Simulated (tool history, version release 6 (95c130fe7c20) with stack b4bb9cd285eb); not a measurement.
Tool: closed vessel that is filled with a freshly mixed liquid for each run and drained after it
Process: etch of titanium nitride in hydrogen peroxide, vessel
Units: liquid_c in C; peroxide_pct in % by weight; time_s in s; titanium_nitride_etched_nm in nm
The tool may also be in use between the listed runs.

run	hour	liquid_c	peroxide_pct	time_s	titanium_nitride_etched_nm
1	0	45	25.5	90	3.5191
2	8.7	40.5	25.5	90	2.517
3	9.7	44.5	25.5	90	3.3909
4	13.4	38.5	25.5	90	2.1469
5	14.7	43	25.5	90	3.0164
# hour 23: new drum of peroxide connected
6	23	48	25.5	90	4.4476
7	27.3	53	25.5	90	6.3599

The next listed run, before its measurement:
8	34.4	52	25.5	90	?

Run 8 gave titanium_nitride_etched_nm 5.9418 nm.

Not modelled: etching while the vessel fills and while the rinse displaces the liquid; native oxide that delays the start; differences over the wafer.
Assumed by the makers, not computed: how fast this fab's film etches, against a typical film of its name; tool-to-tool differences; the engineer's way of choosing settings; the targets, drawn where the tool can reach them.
